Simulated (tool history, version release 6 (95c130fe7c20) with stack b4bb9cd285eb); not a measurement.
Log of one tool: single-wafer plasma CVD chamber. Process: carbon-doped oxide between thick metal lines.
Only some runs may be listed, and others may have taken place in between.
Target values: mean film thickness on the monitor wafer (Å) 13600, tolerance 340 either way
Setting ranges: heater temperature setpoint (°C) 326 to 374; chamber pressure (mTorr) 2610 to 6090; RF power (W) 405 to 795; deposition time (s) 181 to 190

run	hour	heater temperature setpoint (°C)	chamber pressure (mTorr)	RF power (W)	deposition time (s)	mean film thickness on the monitor wafer (Å)
1	0	350	4350	600	190	11259
2	3.4	350	3840	600	190	11042
3	7.5	350	3840	600	190	11097
4	13.3	343	3840	600	190	11281
# hour 21.9: thermocouple changed; heater temperature recalibrated
5	21.9	342	3920	615	190	11395
6	23.8	342	3420	615	190	11263
7	28.7	341	3500	630	190	11587
8	30.4	341	3500	630	190	11477

Of the 5 settings listed for the next run, only one would bring every result within its allowed miss of target. Which one?
A	32.1	327	3330	730	190	?
B	32.1	340	3870	715	184	?
C	32.1	349	3300	695	190	?
D	32.1	333	4020	710	183	?
E	32.1	350	2870	625	190	?

move	mean film thickness on the monitor wafer (Å)
A	13499
B	12617
C	12265
D	12760
E	11055
A: meets every target
B: closes in on the targets versus the last run, not all within tolerance yet
C: closes in on the targets versus the last run, not all within tolerance yet
D: closes in on the targets versus the last run, not all within tolerance yet
E: lands further from the targets than the last run did
So the answer is move A, the one that meets all the targets.
